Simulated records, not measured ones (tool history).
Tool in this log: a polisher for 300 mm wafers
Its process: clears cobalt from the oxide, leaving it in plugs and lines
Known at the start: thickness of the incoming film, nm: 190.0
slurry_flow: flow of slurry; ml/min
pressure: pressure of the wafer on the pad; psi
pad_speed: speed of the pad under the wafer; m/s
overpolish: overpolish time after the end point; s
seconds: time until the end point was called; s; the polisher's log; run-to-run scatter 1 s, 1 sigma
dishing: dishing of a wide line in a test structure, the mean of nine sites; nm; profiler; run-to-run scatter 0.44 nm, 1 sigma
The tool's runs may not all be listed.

| run | day | slurry_flow | pressure | pad_speed | overpolish | seconds | dishing |
|---|---|---|---|---|---|---|---|
| 1 | 0 | 230 | 2.3 | 0.94 | 19 | 36.586 | 40.748 |
| 2 | 0.288 | 230 | 2.2 | 0.94 | 18 | 36.519 | 39.766 |
| 3 | 0.396 | 230 | 2.1 | 0.92 | 17 | 40.7 | 37.869 |
| 4 | 0.717 | 230 | 2.1 | 0.92 | 24 | 39.181 | 42.896 |
| 5 | 0.821 | 230 | 2 | 0.92 | 22 | 41.542 | 42.284 |
| 6 | 0.933 | 230 | 1.7 | 0.92 | 22 | 49.31 | 39.231 |
| 7 | 1.304 | 230 | 1.7 | 0.92 | 20 | 50.959 | 37.332 |
| 8 | 1.642 | 230 | 1.7 | 0.94 | 19 | 47.596 | 35.799 |

Predict the results of run 9:
| 9 | 1.942 | 220 | 1.6 | 0.96 | 18 | ? | ? |

{"run 9": {"seconds": 49.801, "dishing": 35.178}}
